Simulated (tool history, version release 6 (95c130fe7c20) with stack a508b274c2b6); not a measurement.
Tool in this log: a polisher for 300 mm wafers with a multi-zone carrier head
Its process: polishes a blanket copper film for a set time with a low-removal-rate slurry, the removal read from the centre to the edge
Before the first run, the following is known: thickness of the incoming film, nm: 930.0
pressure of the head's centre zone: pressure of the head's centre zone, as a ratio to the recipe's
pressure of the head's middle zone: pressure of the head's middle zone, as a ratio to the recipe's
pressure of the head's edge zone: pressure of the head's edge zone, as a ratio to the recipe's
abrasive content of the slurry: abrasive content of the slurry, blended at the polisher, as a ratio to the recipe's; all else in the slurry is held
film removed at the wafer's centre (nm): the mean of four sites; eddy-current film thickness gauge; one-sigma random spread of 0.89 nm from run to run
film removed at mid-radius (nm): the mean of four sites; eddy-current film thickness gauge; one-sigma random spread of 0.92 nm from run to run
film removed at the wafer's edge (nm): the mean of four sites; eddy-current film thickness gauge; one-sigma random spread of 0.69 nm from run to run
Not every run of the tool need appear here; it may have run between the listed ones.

| run | hour | flow of slurry (ml/min) | pressure of the head's centre zone | pressure of the head's middle zone | pressure of the head's edge zone | abrasive content of the slurry | polishing time (s) | film removed at the wafer's centre (nm) | film removed at mid-radius (nm) | film removed at the wafer's edge (nm) |
|---|---|---|---|---|---|---|---|---|---|---|
| 1 | 0.0 | 185 | 1.00 | 1.00 | 1.00 | 1.00 | 50 | 116.690 | 113.740 | 115.350 |
| 2 | 1.8 | 185 | 1.00 | 1.00 | 1.00 | 1.20 | 50 | 122.010 | 119.500 | 122.130 |
| 3 | 3.4 | 185 | 1.00 | 1.00 | 0.98 | 1.10 | 49 | 117.910 | 116.670 | 115.430 |
| 4 | 6.9 | 185 | 1.00 | 0.99 | 0.96 | 1.00 | 48 | 112.460 | 111.680 | 109.460 |
| 5 | 15.9 | 185 | 1.00 | 0.98 | 0.95 | 0.95 | 47 | 107.910 | 105.200 | 105.870 |
| 6 | 18.5 | 185 | 1.01 | 0.99 | 0.93 | 0.90 | 47 | 108.470 | 103.940 | 100.600 |
| 7 | 19.8 | 180 | 1.01 | 0.99 | 0.92 | 0.85 | 47 | 106.530 | 101.850 | 99.769 |
| 8 | 28.5 | 175 | 1.01 | 1.00 | 0.91 | 0.80 | 47 | 103.480 | 99.414 | 99.474 |
| 9 | 30.3 | 185 | 1.01 | 1.00 | 0.90 | 0.75 | 46 | 99.425 | 96.367 | 94.321 |
| 10 | 37.5 | 185 | 1.01 | 1.00 | 0.90 | 0.75 | 46 | 100.190 | 98.305 | 93.878 |
| 11 | 38.5 | 185 | 1.01 | 1.00 | 0.89 | 0.70 | 46 | 98.169 | 95.913 | 92.697 |
| 12 | 44.7 | 185 | 1.01 | 1.00 | 0.88 | 0.70 | 46 | 96.047 | 94.811 | 91.201 |
| 13 | 49.3 | 190 | 1.01 | 1.00 | 0.87 | 0.70 | 46 | 98.525 | 95.924 | 90.894 |
| 14 | 58.1 | 190 | 1.01 | 1.00 | 0.86 | 0.70 | 46 | 98.458 | 95.594 | 91.185 |
| 15 | 58.6 | 190 | 1.01 | 1.01 | 0.85 | 0.70 | 46 | 98.737 | 94.662 | 90.083 |

Run 16 comes next. What will it give?
| 16 | 61.0 | 190 | 1.01 | 1.02 | 0.84 | 0.70 | 46 | ? | ? | ? |

{"run 16": {"film removed at the wafer's centre (nm)": 98.495, "film removed at mid-radius (nm)": 97.984, "film removed at the wafer's edge (nm)": 89.433}}
